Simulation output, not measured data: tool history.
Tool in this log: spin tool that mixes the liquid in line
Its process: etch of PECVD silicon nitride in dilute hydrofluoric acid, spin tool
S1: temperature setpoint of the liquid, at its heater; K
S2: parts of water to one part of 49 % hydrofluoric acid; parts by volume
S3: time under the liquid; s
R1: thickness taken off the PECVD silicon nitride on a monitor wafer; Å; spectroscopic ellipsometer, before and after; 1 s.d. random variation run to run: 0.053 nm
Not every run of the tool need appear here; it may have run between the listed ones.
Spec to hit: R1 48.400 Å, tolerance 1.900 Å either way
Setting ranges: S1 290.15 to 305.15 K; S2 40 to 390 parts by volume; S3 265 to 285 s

run	day	S1	S2	S3	R1
1	0.000	297.15	215	265	36.281
2	0.250	298.15	215	265	39.906
3	0.617	299.65	215	265	42.277
4	0.971	299.65	215	285	46.415
5	1.075	299.65	280	285	35.060
6	1.375	299.65	315	285	30.828
7	1.612	301.15	305	285	35.082
8	1.829	302.15	300	285	39.071
9	2.033	303.15	300	285	41.197
10	2.333	303.65	300	285	42.610
11	2.596	304.15	300	285	42.828
12	2.825	304.65	295	285	45.416

Exactly one of the 4 candidate moves below puts every result within its allowed miss. Which one?
A	3.054	305.15	265	285	?
B	3.054	304.65	230	270	?
C	3.054	298.65	165	270	?
D	3.054	304.15	260	275	?

move	R1
A	52.047
B	55.471
C	53.926
D	48.362
A: pushes the last run's worst result past its target
B: pushes the last run's worst result past its target
C: pushes the last run's worst result past its target
D: every result lands within tolerance
The right move is D.
